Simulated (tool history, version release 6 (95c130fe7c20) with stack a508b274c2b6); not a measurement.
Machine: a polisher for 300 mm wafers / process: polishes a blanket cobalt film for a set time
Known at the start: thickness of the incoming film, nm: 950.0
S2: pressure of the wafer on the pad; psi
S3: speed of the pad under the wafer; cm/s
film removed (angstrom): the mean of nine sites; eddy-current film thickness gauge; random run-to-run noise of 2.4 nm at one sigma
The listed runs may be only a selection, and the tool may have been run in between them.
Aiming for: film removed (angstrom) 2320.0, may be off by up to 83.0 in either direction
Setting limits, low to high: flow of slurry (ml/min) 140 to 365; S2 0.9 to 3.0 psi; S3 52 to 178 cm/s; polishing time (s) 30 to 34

{"run": 1, "hour": 0.0, "flow of slurry (ml/min)": 235, "S2": 1.9, "S3": 114, "polishing time (s)": 34, "film removed (angstrom)": 1675.7}
{"run": 2, "hour": 2.0, "flow of slurry (ml/min)": 235, "S2": 2.1, "S3": 114, "polishing time (s)": 34, "film removed (angstrom)": 1939.5}
{"run": 3, "hour": 4.5, "flow of slurry (ml/min)": 235, "S2": 1.9, "S3": 114, "polishing time (s)": 34, "film removed (angstrom)": 1726.8}
{"run": 4, "hour": 10.9, "flow of slurry (ml/min)": 235, "S2": 2.0, "S3": 114, "polishing time (s)": 34, "film removed (angstrom)": 1838.3}
{"hour": 13.5, "done": "head pressure recalibrated"}
{"run": 5, "hour": 13.5, "flow of slurry (ml/min)": 235, "S2": 2.0, "S3": 114, "polishing time (s)": 30, "film removed (angstrom)": 1802.7}
{"run": 6, "hour": 17.7, "flow of slurry (ml/min)": 235, "S2": 2.0, "S3": 130, "polishing time (s)": 30, "film removed (angstrom)": 1984.4}
{"run": 7, "hour": 22.3, "flow of slurry (ml/min)": 235, "S2": 2.0, "S3": 130, "polishing time (s)": 30, "film removed (angstrom)": 1982.6}
{"run": 8, "hour": 25.9, "flow of slurry (ml/min)": 235, "S2": 2.1, "S3": 130, "polishing time (s)": 30, "film removed (angstrom)": 2088.1}
{"run": 9, "hour": 29.5, "flow of slurry (ml/min)": 235, "S2": 2.2, "S3": 130, "polishing time (s)": 30, "film removed (angstrom)": 2141.8}

4 next moves are on the table. One of them brings every result within its allowed miss. Which?
{"run": "A", "hour": 33.1, "flow of slurry (ml/min)": 295, "S2": 2.4, "S3": 126, "polishing time (s)": 30, "film removed (angstrom)": "?"}
{"run": "B", "hour": 33.1, "flow of slurry (ml/min)": 235, "S2": 2.0, "S3": 126, "polishing time (s)": 30, "film removed (angstrom)": "?"}
{"run": "C", "hour": 33.1, "flow of slurry (ml/min)": 230, "S2": 2.1, "S3": 130, "polishing time (s)": 30, "film removed (angstrom)": "?"}
{"run": "D", "hour": 33.1, "flow of slurry (ml/min)": 225, "S2": 2.0, "S3": 142, "polishing time (s)": 30, "film removed (angstrom)": "?"}

move=A film_removed_(angstrom)=2365.0
move=B film_removed_(angstrom)=1931.5
move=C film_removed_(angstrom)=2072.7
move=D film_removed_(angstrom)=2122.1
A: hits every target within its allowed miss
B: further off than the last run
C: further off than the last run
D: further off than the last run
A is the move that brings every result within its allowed miss.
